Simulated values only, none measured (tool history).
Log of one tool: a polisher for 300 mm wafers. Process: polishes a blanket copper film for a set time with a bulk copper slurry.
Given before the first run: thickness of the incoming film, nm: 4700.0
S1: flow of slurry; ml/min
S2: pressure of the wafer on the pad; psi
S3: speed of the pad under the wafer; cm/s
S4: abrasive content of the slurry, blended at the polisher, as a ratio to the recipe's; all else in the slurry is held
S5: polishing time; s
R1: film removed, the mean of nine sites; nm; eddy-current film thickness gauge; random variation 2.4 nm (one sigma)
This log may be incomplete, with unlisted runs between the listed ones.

{"run": 1, "hour": 0.0, "S1": 275, "S2": 2.8, "S3": 130, "S4": 1.0, "S5": 27, "R1": 325.44}
{"run": 2, "hour": 8.0, "S1": 320, "S2": 2.8, "S3": 130, "S4": 1.0, "S5": 27, "R1": 326.49}
{"run": 3, "hour": 11.0, "S1": 320, "S2": 2.7, "S3": 130, "S4": 1.0, "S5": 27, "R1": 323.49}
{"run": 4, "hour": 19.2, "S1": 275, "S2": 2.7, "S3": 130, "S4": 1.0, "S5": 27, "R1": 324.57}
{"run": 5, "hour": 24.0, "S1": 275, "S2": 2.7, "S3": 130, "S4": 1.2, "S5": 27, "R1": 329.41}
{"run": 6, "hour": 28.1, "S1": 275, "S2": 2.5, "S3": 130, "S4": 1.2, "S5": 27, "R1": 313.18}
{"run": 7, "hour": 35.1, "S1": 275, "S2": 2.4, "S3": 130, "S4": 1.2, "S5": 27, "R1": 304.29}
{"run": 8, "hour": 35.9, "S1": 275, "S2": 2.3, "S3": 130, "S4": 1.2, "S5": 27, "R1": 299.52}

Forecast run 9:
{"run": 9, "hour": 37.4, "S1": 275, "S2": 2.2, "S3": 130, "S4": 1.2, "S5": 27, "R1": "?"}

R1: 295.41 nm

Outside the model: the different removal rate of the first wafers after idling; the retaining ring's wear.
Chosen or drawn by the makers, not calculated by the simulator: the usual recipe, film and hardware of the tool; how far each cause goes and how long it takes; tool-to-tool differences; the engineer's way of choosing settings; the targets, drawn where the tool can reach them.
